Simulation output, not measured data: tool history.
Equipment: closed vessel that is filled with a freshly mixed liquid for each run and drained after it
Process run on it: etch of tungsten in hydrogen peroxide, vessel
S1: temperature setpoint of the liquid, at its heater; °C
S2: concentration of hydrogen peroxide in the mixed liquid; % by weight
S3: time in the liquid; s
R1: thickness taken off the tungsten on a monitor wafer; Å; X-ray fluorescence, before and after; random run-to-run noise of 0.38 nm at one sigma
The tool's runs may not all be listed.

run  hour    S1  S2  S3      R1
  1     0    48  19  85    1262
  2   3.8    43  19  85  922.33
  3   8.5    50  19  85    1435
  4  10.9  44.5  19  85  1035.3
  5  13.1  44.5  22  85  1085.4
  6  21.5  37.5  22  85  706.45
  7  25.6  37.5  22  85  702.77
  8  32.9    36  22  85  637.62
  9  34.2    35  22  85  595.66
 10  42.8    35  22  85   597.3
 11  45.7    34  22  85   563.9

Forecast run 12:
 12  48.1  33.5  22  85   ?

For run 12 the tool returned R1 533.12 Å.
